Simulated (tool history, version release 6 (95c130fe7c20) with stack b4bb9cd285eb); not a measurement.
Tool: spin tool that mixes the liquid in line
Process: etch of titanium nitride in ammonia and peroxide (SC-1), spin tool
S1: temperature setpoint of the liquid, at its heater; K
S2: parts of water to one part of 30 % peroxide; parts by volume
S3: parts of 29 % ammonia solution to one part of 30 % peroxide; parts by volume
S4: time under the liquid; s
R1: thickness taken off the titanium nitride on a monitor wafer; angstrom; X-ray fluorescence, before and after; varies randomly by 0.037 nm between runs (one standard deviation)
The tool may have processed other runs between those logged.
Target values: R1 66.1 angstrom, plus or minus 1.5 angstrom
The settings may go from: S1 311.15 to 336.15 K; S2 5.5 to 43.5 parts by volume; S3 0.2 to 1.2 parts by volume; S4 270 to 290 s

{"run": 1, "hour": 0.0, "S1": 320.15, "S2": 24.5, "S3": 0.7, "S4": 270, "R1": 198.1}
{"run": 2, "hour": 1.1, "S1": 324.65, "S2": 24.5, "S3": 0.7, "S4": 270, "R1": 273.47}
{"run": 3, "hour": 10.0, "S1": 324.65, "S2": 24.5, "S3": 0.5, "S4": 270, "R1": 254.79}
{"run": 4, "hour": 10.7, "S1": 322.65, "S2": 27, "S3": 0.5, "S4": 270, "R1": 208.87}
{"run": 5, "hour": 19.1, "S1": 320.65, "S2": 29, "S3": 0.5, "S4": 270, "R1": 174.14}
{"run": 6, "hour": 20.8, "S1": 320.65, "S2": 35, "S3": 0.5, "S4": 270, "R1": 157.72}
{"run": 7, "hour": 29.1, "S1": 319.15, "S2": 36.5, "S3": 0.5, "S4": 270, "R1": 137.39}
{"run": 8, "hour": 33.3, "S1": 318.15, "S2": 37.5, "S3": 0.5, "S4": 270, "R1": 127.1}
{"run": 9, "hour": 34.6, "S1": 317.15, "S2": 38.5, "S3": 0.45, "S4": 270, "R1": 112.41}
{"run": 10, "hour": 35.9, "S1": 316.15, "S2": 39.5, "S3": 0.45, "S4": 270, "R1": 104.61}
{"hour": 43.8, "done": "thermometer replaced"}
{"run": 11, "hour": 43.8, "S1": 315.15, "S2": 40, "S3": 0.45, "S4": 270, "R1": 81.026}
{"run": 12, "hour": 51.8, "S1": 314.65, "S2": 40, "S3": 0.45, "S4": 270, "R1": 77.811}
{"run": 13, "hour": 52.6, "S1": 312.15, "S2": 40, "S3": 0.45, "S4": 270, "R1": 64.927}

Exactly one of the 4 candidate moves below puts every result within its allowed miss. Which one?
{"run": "A", "hour": 53.4, "S1": 311.65, "S2": 41.5, "S3": 0.5, "S4": 270, "R1": "?"}
{"run": "B", "hour": 53.4, "S1": 312.65, "S2": 42, "S3": 0.3, "S4": 280, "R1": "?"}
{"run": "C", "hour": 53.4, "S1": 313.15, "S2": 37, "S3": 0.2, "S4": 270, "R1": "?"}
{"run": "D", "hour": 53.4, "S1": 311.65, "S2": 43.5, "S3": 0.55, "S4": 290, "R1": "?"}

move=A R1=62.378
move=B R1=62.672
move=C R1=62.353
move=D R1=66.406
A: the biggest miss grows against the last run
B: the biggest miss grows against the last run
C: the biggest miss grows against the last run
D: each result inside its tolerance
D is the move that brings every result within its allowed miss.

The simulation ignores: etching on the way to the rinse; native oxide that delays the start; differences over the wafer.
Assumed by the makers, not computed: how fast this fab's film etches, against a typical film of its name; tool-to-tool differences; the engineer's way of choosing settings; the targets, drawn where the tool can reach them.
